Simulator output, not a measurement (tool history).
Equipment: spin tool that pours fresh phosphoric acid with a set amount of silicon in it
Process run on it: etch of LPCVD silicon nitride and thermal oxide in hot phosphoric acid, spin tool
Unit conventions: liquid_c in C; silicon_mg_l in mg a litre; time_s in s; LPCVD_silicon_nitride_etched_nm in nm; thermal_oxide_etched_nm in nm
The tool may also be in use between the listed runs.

run  hour  liquid_c  silicon_mg_l  time_s  LPCVD_silicon_nitride_etched_nm  thermal_oxide_etched_nm
  1   0.0     161.0          17.5     160                           12.700                  0.29917
  2   4.8     160.0          17.5     160                           12.422                  0.26721
  3  12.4     160.0          22.0     160                           12.447                  0.23941
  4  15.0     160.0          25.5     160                           12.484                  0.24698
  5  16.6     160.0          35.0     160                           12.565                  0.15266
  6  20.1     160.5          34.5     165                           13.107                  0.17922
  7  24.3     161.0          35.0     170                           13.547                  0.18108
  8  32.6     161.0          35.0     175                           14.069                  0.14266
  9  39.3     161.0          32.5     180                           14.445                  0.21933
 10  44.2     161.5          33.0     180                           15.014                  0.20842

Predict the results of run 11:
 11  52.0     162.0          33.0     180                                ?                        ?

{"run 11": {"LPCVD_silicon_nitride_etched_nm": 14.899, "thermal_oxide_etched_nm": 0.22239}}

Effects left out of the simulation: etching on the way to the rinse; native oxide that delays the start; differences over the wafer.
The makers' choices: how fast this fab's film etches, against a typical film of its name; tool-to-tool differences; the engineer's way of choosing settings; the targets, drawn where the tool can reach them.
